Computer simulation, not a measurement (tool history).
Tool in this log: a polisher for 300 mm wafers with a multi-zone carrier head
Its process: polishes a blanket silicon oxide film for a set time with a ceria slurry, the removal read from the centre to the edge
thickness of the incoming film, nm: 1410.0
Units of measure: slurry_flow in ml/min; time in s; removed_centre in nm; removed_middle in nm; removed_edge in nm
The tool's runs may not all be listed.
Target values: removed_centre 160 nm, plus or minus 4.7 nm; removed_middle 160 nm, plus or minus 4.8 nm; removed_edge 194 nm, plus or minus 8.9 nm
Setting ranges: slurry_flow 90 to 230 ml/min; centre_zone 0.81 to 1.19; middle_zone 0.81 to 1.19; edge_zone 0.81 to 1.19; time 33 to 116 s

{"run": 1, "hour": 0.0, "slurry_flow": 150, "centre_zone": 1, "middle_zone": 1, "edge_zone": 1, "time": 74, "removed_centre": 250.36, "removed_middle": 248.56, "removed_edge": 255.82}
{"run": 2, "hour": 1.5, "slurry_flow": 140, "centre_zone": 0.96, "middle_zone": 0.96, "edge_zone": 1, "time": 70, "removed_centre": 225.84, "removed_middle": 225.52, "removed_edge": 237.85}
{"run": 3, "hour": 3.6, "slurry_flow": 140, "centre_zone": 0.96, "middle_zone": 1.03, "edge_zone": 1, "time": 70, "removed_centre": 224.72, "removed_middle": 238.45, "removed_edge": 236.19}
{"run": 4, "hour": 11.7, "slurry_flow": 140, "centre_zone": 0.96, "middle_zone": 1.03, "edge_zone": 1.06, "time": 70, "removed_centre": 223.61, "removed_middle": 234.45, "removed_edge": 246.49}
{"run": 5, "hour": 19.7, "slurry_flow": 140, "centre_zone": 1, "middle_zone": 1.03, "edge_zone": 1.06, "time": 70, "removed_centre": 228.32, "removed_middle": 234.47, "removed_edge": 246.57}
{"run": 6, "hour": 26.8, "slurry_flow": 140, "centre_zone": 1, "middle_zone": 1.03, "edge_zone": 1.06, "time": 51, "removed_centre": 169.48, "removed_middle": 170.84, "removed_edge": 174.03}
{"run": 7, "hour": 34.9, "slurry_flow": 135, "centre_zone": 0.99, "middle_zone": 1.01, "edge_zone": 1.09, "time": 52, "removed_centre": 169.36, "removed_middle": 172.38, "removed_edge": 178.59}
{"run": 8, "hour": 40.5, "slurry_flow": 125, "centre_zone": 0.97, "middle_zone": 0.97, "edge_zone": 1.11, "time": 53, "removed_centre": 168.62, "removed_middle": 166.31, "removed_edge": 182.97}
{"run": 9, "hour": 45.6, "slurry_flow": 120, "centre_zone": 0.95, "middle_zone": 0.96, "edge_zone": 1.13, "time": 54, "removed_centre": 164.36, "removed_middle": 168.03, "removed_edge": 186.29}
{"run": 10, "hour": 49.4, "slurry_flow": 115, "centre_zone": 0.94, "middle_zone": 0.94, "edge_zone": 1.14, "time": 55, "removed_centre": 164.37, "removed_middle": 166.95, "removed_edge": 191.96}

Which single option among these 5 for the next run brings every result within its allowed miss of target? Just one does.
{"run": "A", "hour": 53.2, "slurry_flow": 90, "centre_zone": 1.03, "middle_zone": 0.89, "edge_zone": 1.08, "time": 55, "removed_centre": "?", "removed_middle": "?", "removed_edge": "?"}
{"run": "B", "hour": 53.2, "slurry_flow": 95, "centre_zone": 0.95, "middle_zone": 1.02, "edge_zone": 1.16, "time": 57, "removed_centre": "?", "removed_middle": "?", "removed_edge": "?"}
{"run": "C", "hour": 53.2, "slurry_flow": 90, "centre_zone": 0.9, "middle_zone": 0.86, "edge_zone": 1.19, "time": 57, "removed_centre": "?", "removed_middle": "?", "removed_edge": "?"}
{"run": "D", "hour": 53.2, "slurry_flow": 105, "centre_zone": 0.89, "middle_zone": 0.84, "edge_zone": 1.08, "time": 58, "removed_centre": "?", "removed_middle": "?", "removed_edge": "?"}
{"run": "E", "hour": 53.2, "slurry_flow": 95, "centre_zone": 1.06, "middle_zone": 0.93, "edge_zone": 1.07, "time": 54, "removed_centre": "?", "removed_middle": "?", "removed_edge": "?"}

move=A removed_centre=162.49 removed_middle=147.64 removed_edge=175.43
move=B removed_centre=159.78 removed_middle=170.31 removed_edge=190.81
move=C removed_centre=148.17 removed_middle=149.88 removed_edge=191.15
move=D removed_centre=158.83 removed_middle=158.69 removed_edge=191.83
move=E removed_centre=167.88 removed_middle=152 removed_edge=173.64
A: the result that was furthest off in the last run now lies on the other side of its target
B: misses by more than the last run did
C: the result that was furthest off in the last run now lies on the other side of its target
D: in spec on every target
E: the result that was furthest off in the last run now lies on the other side of its target
Go with D: it meets all targets.
